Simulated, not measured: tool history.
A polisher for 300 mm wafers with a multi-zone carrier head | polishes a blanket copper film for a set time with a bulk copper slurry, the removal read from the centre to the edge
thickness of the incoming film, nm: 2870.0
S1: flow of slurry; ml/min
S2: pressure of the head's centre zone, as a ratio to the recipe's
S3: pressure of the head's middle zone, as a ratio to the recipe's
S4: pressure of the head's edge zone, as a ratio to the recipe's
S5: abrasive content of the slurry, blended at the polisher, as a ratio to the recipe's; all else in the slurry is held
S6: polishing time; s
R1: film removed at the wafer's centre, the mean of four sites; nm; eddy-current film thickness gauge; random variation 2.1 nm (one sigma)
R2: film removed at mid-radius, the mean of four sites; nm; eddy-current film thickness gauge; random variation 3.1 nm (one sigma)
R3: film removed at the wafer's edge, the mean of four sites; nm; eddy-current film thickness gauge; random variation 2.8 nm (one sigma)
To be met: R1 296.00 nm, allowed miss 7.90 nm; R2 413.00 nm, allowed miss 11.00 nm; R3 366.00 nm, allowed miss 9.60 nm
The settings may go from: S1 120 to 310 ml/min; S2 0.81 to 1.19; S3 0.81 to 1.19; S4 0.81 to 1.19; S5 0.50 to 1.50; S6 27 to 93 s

run    day   S1    S2    S3    S4    S5  S6      R1      R2      R3
  1  0.000  200  1.00  1.00  1.00  1.00  59  605.08  637.50  604.28
  2  0.062  200  1.00  1.00  1.00  1.20  59  635.06  663.19  639.08
  3  0.138  200  1.00  0.95  1.00  1.20  59  636.35  637.20  635.05
  4  0.304  185  0.95  0.98  0.99  1.00  54  526.96  565.09  547.38
  5  0.542  185  0.95  0.98  1.03  1.00  54  527.00  558.73  563.28
  6  0.788  185  0.95  0.98  1.03  1.10  54  536.51  582.83  568.26
  7  0.925  170  0.91  1.01  1.04  0.95  49  444.43  512.92  494.55
  8  0.992  160  0.88  1.03  1.04  0.85  47  402.22  494.12  461.45
  9  1.229  150  0.86  1.04  1.04  0.75  45  362.44  448.72  433.27
 10  1.275  150  0.86  1.04  1.04  0.75  45  360.03  448.08  430.39
 11  1.467  145  0.85  1.06  1.02  0.70  45  347.55  451.99  422.06
 12  1.542  140  0.84  1.06  0.98  0.65  45  336.07  443.03  410.06
 13  1.708  140  0.83  1.06  0.95  0.60  44  320.88  424.50  384.96
 14  1.821  140  0.83  1.06  0.95  0.60  44  322.85  423.30  382.95
 15  1.933  135  0.82  1.07  0.95  0.55  44  309.91  417.44  377.71
 16  2.254  130  0.82  1.08  0.95  0.55  44  308.06  421.20  378.17
 17  2.496  120  0.81  1.09  0.93  0.50  43  290.42  399.67  350.92
 18  2.742  125  0.81  1.09  0.94  0.50  43  290.42  407.63  355.60

4 next moves are on the table. One of them brings every result within its allowed miss. Which?
  A  2.988  120  0.81  1.12  0.93  0.50  42   ?   ?   ?
  B  2.988  120  0.81  1.08  0.91  0.60  43   ?   ?   ?
  C  2.988  155  0.81  1.18  0.98  0.50  41   ?   ?   ?
  D  2.988  120  0.81  1.00  0.92  0.65  43   ?   ?   ?

move      R1      R2      R3
   A  284.41  406.03  343.43
   B  302.25  418.39  362.31
   C  290.27  430.98  351.38
   D  307.17  398.52  370.31
A: further off than the last run
B: meets every target
C: further off than the last run
D: brings the result that was furthest off to its target, and leaves another outside
The right move is B.
